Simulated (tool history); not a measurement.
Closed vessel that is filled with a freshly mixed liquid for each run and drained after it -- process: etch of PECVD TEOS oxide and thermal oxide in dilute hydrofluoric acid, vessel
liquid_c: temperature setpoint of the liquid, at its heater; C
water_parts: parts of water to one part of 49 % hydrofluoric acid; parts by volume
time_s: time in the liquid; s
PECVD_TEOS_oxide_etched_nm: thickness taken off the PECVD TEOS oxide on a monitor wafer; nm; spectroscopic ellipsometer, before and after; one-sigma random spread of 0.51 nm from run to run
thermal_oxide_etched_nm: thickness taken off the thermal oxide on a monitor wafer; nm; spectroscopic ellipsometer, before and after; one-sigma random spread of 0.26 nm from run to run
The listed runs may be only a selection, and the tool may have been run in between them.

| run | hour | liquid_c | water_parts | time_s | PECVD_TEOS_oxide_etched_nm | thermal_oxide_etched_nm |
|---|---|---|---|---|---|---|
| 1 | 0 | 22 | 80 | 215 | 24.913 | 11.119 |
| 2 | 2.9 | 22 | 55 | 215 | 36.923 | 16.727 |
| 3 | 8.4 | 24 | 50 | 215 | 45.436 | 20.343 |
| 4 | 13.3 | 26 | 50 | 215 | 49.171 | 21.946 |
| 5 | 14.5 | 27 | 50 | 215 | 50.434 | 22.776 |
| 6 | 17.9 | 28 | 50 | 215 | 52.745 | 23.847 |
| 7 | 26.2 | 28.5 | 50 | 215 | 53.757 | 23.749 |
| 8 | 28.4 | 29 | 50 | 215 | 54.795 | 24.345 |

Run 9 has not been measured yet. What should we expect?
| 9 | 32.3 | 29.5 | 50 | 215 | ? | ? |

Run 9 gave PECVD_TEOS_oxide_etched_nm 56.576 nm, thermal_oxide_etched_nm 24.964 nm.
